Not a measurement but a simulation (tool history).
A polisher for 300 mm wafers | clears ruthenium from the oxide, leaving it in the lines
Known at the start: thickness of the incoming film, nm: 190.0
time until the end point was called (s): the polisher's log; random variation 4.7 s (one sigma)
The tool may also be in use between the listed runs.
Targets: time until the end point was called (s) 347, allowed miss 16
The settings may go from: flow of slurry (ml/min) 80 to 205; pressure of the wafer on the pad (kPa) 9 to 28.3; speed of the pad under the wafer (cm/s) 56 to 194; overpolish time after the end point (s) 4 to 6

run	day	flow of slurry (ml/min)	pressure of the wafer on the pad (kPa)	speed of the pad under the wafer (cm/s)	overpolish time after the end point (s)	time until the end point was called (s)
1	0	135	18.6	124	6	138.13
2	0.046	135	18.6	124	6	138.72
3	0.179	135	18.6	124	6	137.09
4	0.529	135	17.2	116	6	157.03
5	0.742	135	15.9	108	6	183.53
6	0.792	135	15.9	108	6	182.07
7	0.875	135	14.5	102	6	209.37
8	1.133	135	14.5	102	6	209.81
9	1.462	135	13.8	98	6	225.92
10	1.679	135	13.1	96	6	248.41
11	1.758	135	12.4	96	6	254.42
12	1.796	135	11.7	94	6	269.14
13	1.979	135	11	92	6	296.23

4 next moves are on the table. One of them brings every result within its allowed miss. Which?
A	2.162	135	11.7	64	6	?
B	2.162	120	9.7	78	6	?
C	2.162	125	13.1	76	4	?
D	2.162	125	9.7	88	6	?

move	time until the end point was called (s)
A	403.21
B	402.72
C	313.42
D	356.87
A: takes the result that was furthest off past its target
B: takes the result that was furthest off past its target
C: nearer than the last run, and not there yet
D: meets every target
Answer: D
